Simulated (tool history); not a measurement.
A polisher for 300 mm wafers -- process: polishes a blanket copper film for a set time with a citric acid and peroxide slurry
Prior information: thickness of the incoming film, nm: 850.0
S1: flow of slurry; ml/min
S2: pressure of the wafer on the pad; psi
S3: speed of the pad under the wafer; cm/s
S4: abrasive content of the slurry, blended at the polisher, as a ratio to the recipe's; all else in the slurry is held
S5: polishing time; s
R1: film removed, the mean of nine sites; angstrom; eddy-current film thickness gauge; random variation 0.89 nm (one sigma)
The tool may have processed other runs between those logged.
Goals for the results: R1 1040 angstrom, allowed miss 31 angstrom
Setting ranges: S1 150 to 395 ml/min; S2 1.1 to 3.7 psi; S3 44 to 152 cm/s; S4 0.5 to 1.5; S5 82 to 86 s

| run | hour | S1 | S2 | S3 | S4 | S5 | R1 |
|---|---|---|---|---|---|---|---|
| 1 | 0 | 250 | 2.4 | 98 | 1 | 82 | 1461.3 |
| 2 | 8.2 | 250 | 2.2 | 98 | 1 | 82 | 1331.4 |
| 3 | 11.1 | 250 | 2.2 | 98 | 1 | 86 | 1391.5 |
| 4 | 19 | 250 | 2.2 | 88 | 1 | 86 | 1254.6 |
| 5 | 22.1 | 250 | 2.1 | 88 | 1 | 86 | 1201.1 |
| 6 | 31 | 250 | 2.6 | 88 | 1 | 86 | 1485.1 |
| 7 | 32.1 | 250 | 2.4 | 88 | 1 | 86 | 1371.8 |
| 8 | 40.1 | 250 | 2.3 | 88 | 1 | 86 | 1329.2 |
| 9 | 42.6 | 250 | 2.2 | 88 | 1 | 86 | 1279.6 |
| 10 | 44 | 250 | 2.1 | 88 | 1 | 86 | 1221.7 |
| 11 | 47.4 | 250 | 2 | 88 | 1 | 86 | 1148.6 |

Which one of the following 5 next-run settings gets every result inside its allowed miss? There is exactly one.
| A | 50.8 | 270 | 2.1 | 90 | 1.15 | 86 | ? |
| B | 50.8 | 260 | 2.9 | 74 | 0.9 | 84 | ? |
| C | 50.8 | 260 | 2.2 | 86 | 0.9 | 83 | ? |
| D | 50.8 | 230 | 2.1 | 96 | 0.9 | 86 | ? |
| E | 50.8 | 265 | 2.1 | 76 | 0.85 | 86 | ? |

| move | R1 |
|---|---|
| A | 1264.1 |
| B | 1348.8 |
| C | 1180.2 |
| D | 1289.8 |
| E | 1032.9 |
A: further off than the last run
B: further off than the last run
C: further off than the last run
D: further off than the last run
E: every result lands within tolerance
Correct choice: E, which meets every target
